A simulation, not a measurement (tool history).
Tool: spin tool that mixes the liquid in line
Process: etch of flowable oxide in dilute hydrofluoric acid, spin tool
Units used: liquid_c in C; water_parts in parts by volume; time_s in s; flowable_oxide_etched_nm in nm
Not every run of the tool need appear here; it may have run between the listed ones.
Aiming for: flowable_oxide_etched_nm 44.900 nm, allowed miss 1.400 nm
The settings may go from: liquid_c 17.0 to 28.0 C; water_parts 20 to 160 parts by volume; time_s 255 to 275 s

| run | hour | liquid_c | water_parts | time_s | flowable_oxide_etched_nm |
|---|---|---|---|---|---|
| 1 | 0.0 | 20.0 | 90 | 255 | 87.275 |
| 2 | 4.9 | 19.0 | 105 | 255 | 70.520 |
| 3 | 8.0 | 18.5 | 115 | 255 | 62.611 |
| 4 | 10.1 | 18.0 | 125 | 255 | 55.513 |
| 5 | 14.1 | 21.5 | 125 | 255 | 63.707 |
| 6 | 16.2 | 21.5 | 125 | 275 | 68.796 |
|  | 19.7 | thermometer replaced |
| 7 | 19.7 | 20.5 | 135 | 275 | 55.800 |
| 8 | 20.9 | 19.5 | 135 | 275 | 53.622 |

Exactly one of the 4 candidate moves below puts every result within its allowed miss. Which one?
| A | 22.1 | 18.5 | 150 | 270 | ? |
| B | 22.1 | 18.5 | 135 | 255 | ? |
| C | 22.1 | 21.5 | 160 | 275 | ? |
| D | 22.1 | 17.5 | 105 | 275 | ? |

| move | flowable_oxide_etched_nm |
|---|---|
| A | 44.773 |
| B | 47.705 |
| C | 47.660 |
| D | 65.468 |
A: in spec on every target
B: moves toward the targets from the last run without getting all of them in spec
C: moves toward the targets from the last run without getting all of them in spec
D: moves away from the targets compared with the last run
A meets every target.

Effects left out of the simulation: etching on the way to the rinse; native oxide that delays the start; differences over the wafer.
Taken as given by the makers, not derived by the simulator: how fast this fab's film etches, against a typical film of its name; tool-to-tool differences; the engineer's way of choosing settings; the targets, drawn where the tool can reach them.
